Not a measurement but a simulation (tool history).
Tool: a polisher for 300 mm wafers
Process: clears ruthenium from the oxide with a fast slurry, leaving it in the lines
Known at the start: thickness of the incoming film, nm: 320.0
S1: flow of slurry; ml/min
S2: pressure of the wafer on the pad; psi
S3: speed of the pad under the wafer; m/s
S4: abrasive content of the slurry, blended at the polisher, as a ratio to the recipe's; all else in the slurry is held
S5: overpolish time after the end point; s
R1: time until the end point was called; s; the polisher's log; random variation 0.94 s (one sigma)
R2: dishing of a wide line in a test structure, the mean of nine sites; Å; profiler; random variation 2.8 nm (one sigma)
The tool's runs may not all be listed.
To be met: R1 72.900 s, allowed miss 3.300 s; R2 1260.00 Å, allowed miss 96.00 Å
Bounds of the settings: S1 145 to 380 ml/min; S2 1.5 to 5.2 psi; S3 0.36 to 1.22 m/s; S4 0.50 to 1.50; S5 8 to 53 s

run  hour   S1   S2    S3    S4  S5      R1       R2
  1   0.0  245  3.3  0.78  1.00  27  75.317   797.68
  2   6.3  290  3.3  0.78  1.00  27  73.063   767.64
  3  11.0  275  3.3  0.78  1.00  32  77.441   894.17
  4  12.6  275  3.3  0.78  1.15  32  71.817   952.49
  5  15.6  270  3.3  0.78  1.15  35  71.138   972.54
  6  18.7  270  4.1  0.78  1.15  35  56.372  1202.60
  7  24.4  270  3.9  0.78  1.15  38  58.987  1239.30
  8  33.3  270  3.7  0.78  1.15  40  63.714  1209.30

Which of these 4 next moves meets every target?
  A  42.2  275  3.6  0.78  1.15  41   ?   ?
  B  42.2  265  4.3  0.58  1.40  32   ?   ?
  C  42.2  265  3.9  0.68  1.40  33   ?   ?
  D  42.2  250  3.9  0.72  0.95  49   ?   ?

move      R1       R2
   A  66.357  1202.20
   B  67.322   994.55
   C  64.047  1056.10
   D  73.564  1265.10
A: nearer than the last run, and not there yet
B: as far off as the last run
C: as far off as the last run
D: meets every target
Move D is the one to make.

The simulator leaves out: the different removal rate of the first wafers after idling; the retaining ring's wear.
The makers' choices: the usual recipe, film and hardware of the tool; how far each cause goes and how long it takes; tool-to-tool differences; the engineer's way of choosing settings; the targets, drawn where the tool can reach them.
